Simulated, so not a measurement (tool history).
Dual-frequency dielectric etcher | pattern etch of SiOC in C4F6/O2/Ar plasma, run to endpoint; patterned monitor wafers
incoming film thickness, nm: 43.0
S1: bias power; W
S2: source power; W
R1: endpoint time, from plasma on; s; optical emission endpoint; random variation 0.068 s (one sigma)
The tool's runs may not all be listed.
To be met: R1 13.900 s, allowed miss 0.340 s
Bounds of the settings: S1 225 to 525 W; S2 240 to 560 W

run	hour	S1	S2	R1
1	0.0	375	400	15.505
2	5.4	341	400	15.958
3	9.8	373	410	15.464
4	18.3	373	380	16.056
5	21.7	404	380	15.568
6	29.2	404	320	16.671
7	32.8	432	350	15.789
8	33.6	452	370	15.238
9	42.6	452	370	15.192
10	46.2	467	380	14.905

Which of these 5 next moves meets every target?
A	49.8	499	430	?
B	49.8	430	330	?
C	49.8	525	360	?
D	49.8	482	380	?
E	49.8	513	370	?

move	R1
A	13.940
B	16.093
C	14.710
D	14.763
E	14.654
A: meets every target
B: further off than the last run
C: nearer than the last run, and not there yet
D: nearer than the last run, and not there yet
E: nearer than the last run, and not there yet
Move A is the one to make.
